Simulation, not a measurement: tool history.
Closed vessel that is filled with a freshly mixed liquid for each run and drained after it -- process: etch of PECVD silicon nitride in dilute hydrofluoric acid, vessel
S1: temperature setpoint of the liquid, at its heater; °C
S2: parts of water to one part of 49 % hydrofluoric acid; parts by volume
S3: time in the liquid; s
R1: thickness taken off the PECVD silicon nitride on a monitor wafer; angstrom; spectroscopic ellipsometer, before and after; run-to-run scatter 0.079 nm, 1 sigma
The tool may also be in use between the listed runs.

run 1 hour=0.0 | S1=22.0 S2=195 S3=650 | R1=117.240
run 2 hour=5.1 | S1=22.0 S2=145 S3=650 | R1=156.950
run 3 hour=13.2 | S1=22.0 S2=90 S3=650 | R1=253.540
run 4 hour=20.6 | S1=21.5 S2=95 S3=650 | R1=232.690
run 5 hour=28.9 | S1=21.5 S2=40 S3=650 | R1=543.430
run 6 hour=32.0 | S1=21.5 S2=40 S3=480 | R1=400.060
run 7 hour=35.8 | S1=21.0 S2=50 S3=480 | R1=310.710
-- hour=44.5 thermometer replaced
run 8 hour=44.5 | S1=20.5 S2=55 S3=480 | R1=247.100
run 9 hour=45.2 | S1=20.0 S2=55 S3=480 | R1=237.440
run 10 hour=47.8 | S1=19.5 S2=55 S3=480 | R1=229.740
run 11 hour=52.9 | S1=19.0 S2=60 S3=480 | R1=205.620
run 12 hour=56.6 | S1=17.0 S2=135 S3=480 | R1=81.225
run 13 hour=62.1 | S1=17.5 S2=135 S3=480 | R1=84.575

Run 14, settings as shown, results not yet in. Your forecast:
run 14 hour=69.5 | S1=18.0 S2=135 S3=480 | R1=?

R1: 87.451 angstrom

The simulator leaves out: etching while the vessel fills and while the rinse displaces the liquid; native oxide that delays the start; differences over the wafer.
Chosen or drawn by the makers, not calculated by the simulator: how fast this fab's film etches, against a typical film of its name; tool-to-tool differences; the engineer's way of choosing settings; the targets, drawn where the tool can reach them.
